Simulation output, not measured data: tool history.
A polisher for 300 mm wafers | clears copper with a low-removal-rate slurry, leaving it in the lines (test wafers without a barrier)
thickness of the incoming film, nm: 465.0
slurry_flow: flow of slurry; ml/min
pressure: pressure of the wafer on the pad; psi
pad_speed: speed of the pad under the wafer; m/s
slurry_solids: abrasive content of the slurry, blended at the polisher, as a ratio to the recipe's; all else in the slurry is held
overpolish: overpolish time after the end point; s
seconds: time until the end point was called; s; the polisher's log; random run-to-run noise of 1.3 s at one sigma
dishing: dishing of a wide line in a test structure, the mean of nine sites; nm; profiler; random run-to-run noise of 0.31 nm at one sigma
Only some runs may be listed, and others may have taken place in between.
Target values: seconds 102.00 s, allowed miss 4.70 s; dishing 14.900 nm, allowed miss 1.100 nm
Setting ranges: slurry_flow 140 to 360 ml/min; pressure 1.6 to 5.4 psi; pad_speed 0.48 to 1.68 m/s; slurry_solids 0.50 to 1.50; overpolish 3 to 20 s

run  hour  slurry_flow  pressure  pad_speed  slurry_solids  overpolish  seconds  dishing
  1   0.0          230       3.5       1.08           1.00          10   142.36   13.015
  2   5.7          195       3.5       1.08           1.00          10   145.88   13.151
  3   7.6          195       3.5       1.24           1.00          10   130.30   13.387
  4  13.8          175       3.5       1.24           1.00          10   131.15   13.349
  5  19.0          225       3.5       1.24           1.00          10   129.99   13.840
  6  25.6          225       3.7       1.24           1.00          10   119.29   13.838
  7  31.1          225       3.8       1.24           1.00          10   117.66   13.815
  8  34.2          225       3.8       1.24           1.00          10   114.87   13.717
  9  36.5          225       3.9       1.24           1.00          11   113.96   14.680

4 next moves are on the table. One of them brings every result within its allowed miss. Which?
  A  38.8          200       3.9       1.26           1.10           6        ?        ?
  B  38.8          235       3.6       1.34           1.10           6        ?        ?
  C  38.8          230       4.2       1.30           1.05          11        ?        ?
  D  38.8          270       4.1       1.16           0.95          12        ?        ?

move  seconds  dishing
   A   113.73   11.678
   B   113.65   11.661
   C   101.71   14.640
   D   116.17   14.508
A: further off than the last run
B: further off than the last run
C: every result within its allowed miss
D: further off than the last run
Correct choice: C, which meets every target

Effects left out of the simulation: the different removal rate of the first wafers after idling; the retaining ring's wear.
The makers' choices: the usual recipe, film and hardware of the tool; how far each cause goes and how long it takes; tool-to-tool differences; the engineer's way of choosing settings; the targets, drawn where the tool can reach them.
